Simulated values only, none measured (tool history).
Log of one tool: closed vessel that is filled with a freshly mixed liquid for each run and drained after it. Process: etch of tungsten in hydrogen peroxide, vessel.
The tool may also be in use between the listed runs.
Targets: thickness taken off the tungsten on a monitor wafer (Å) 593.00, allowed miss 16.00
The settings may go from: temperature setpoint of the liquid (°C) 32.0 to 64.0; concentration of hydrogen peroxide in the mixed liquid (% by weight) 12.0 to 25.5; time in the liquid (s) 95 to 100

| run | hour | temperature setpoint of the liquid (°C) | concentration of hydrogen peroxide in the mixed liquid (% by weight) | time in the liquid (s) | thickness taken off the tungsten on a monitor wafer (Å) |
|---|---|---|---|---|---|
| 1 | 0.0 | 48.0 | 17.5 | 95 | 1304.40 |
| 2 | 3.2 | 44.5 | 17.5 | 95 | 1054.20 |
| 3 | 6.9 | 42.0 | 17.5 | 95 | 920.05 |
| 4 | 13.2 | 42.0 | 19.0 | 95 | 935.10 |
| 5 | 19.4 | 48.5 | 19.0 | 95 | 1411.70 |
| 6 | 28.3 | 45.0 | 19.0 | 95 | 1128.70 |
| 7 | 32.6 | 42.5 | 19.0 | 95 | 981.01 |
| 8 | 36.1 | 40.5 | 19.0 | 95 | 848.07 |
| 9 | 43.4 | 39.0 | 19.0 | 95 | 786.38 |
| 10 | 46.7 | 33.5 | 19.0 | 95 | 541.60 |
|  | 49.4 | thermometer replaced |
| 11 | 49.4 | 34.0 | 19.0 | 95 | 497.30 |
| 12 | 53.6 | 34.5 | 19.0 | 95 | 517.05 |
| 13 | 62.4 | 35.0 | 19.0 | 95 | 533.79 |
| 14 | 65.7 | 35.5 | 19.0 | 95 | 547.67 |

Which of these 4 next moves meets every target?
| A | 69.0 | 33.5 | 21.5 | 95 | ? |
| B | 69.0 | 35.5 | 20.0 | 95 | ? |
| C | 69.0 | 37.0 | 18.0 | 95 | ? |
| D | 69.0 | 35.5 | 18.0 | 95 | ? |

| move | thickness taken off the tungsten on a monitor wafer (Å) |
|---|---|
| A | 505.65 |
| B | 558.11 |
| C | 585.16 |
| D | 529.47 |
A: further off than the last run
B: nearer than the last run, and not there yet
C: meets every target
D: further off than the last run
Answer: C

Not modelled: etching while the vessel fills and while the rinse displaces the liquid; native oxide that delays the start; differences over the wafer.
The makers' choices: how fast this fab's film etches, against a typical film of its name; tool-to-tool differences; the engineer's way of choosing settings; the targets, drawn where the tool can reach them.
